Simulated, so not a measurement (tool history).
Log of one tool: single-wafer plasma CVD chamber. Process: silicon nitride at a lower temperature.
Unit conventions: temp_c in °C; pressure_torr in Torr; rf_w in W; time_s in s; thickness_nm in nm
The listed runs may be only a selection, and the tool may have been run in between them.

run  hour  temp_c  pressure_torr  rf_w  time_s  thickness_nm
  1     0     375           1.51   400    42.4        59.799
  2   6.5     375           1.57   415    42.6        62.326
  3  13.1     375           1.57   415    43.8        64.381
  4  18.7     375           1.57   415    43.8        64.536
  5  24.4     386           1.57   415    43.8        63.853
  6  31.2     386           1.77   415    43.8        65.667
  7    39     386           1.81   425    43.8        67.325
  8  42.1     386           1.84   430    43.8        67.636

The next listed run, before its measurement:
  9  46.5     386           1.84   430    43.8             ?

thickness_nm: 68.269 nm
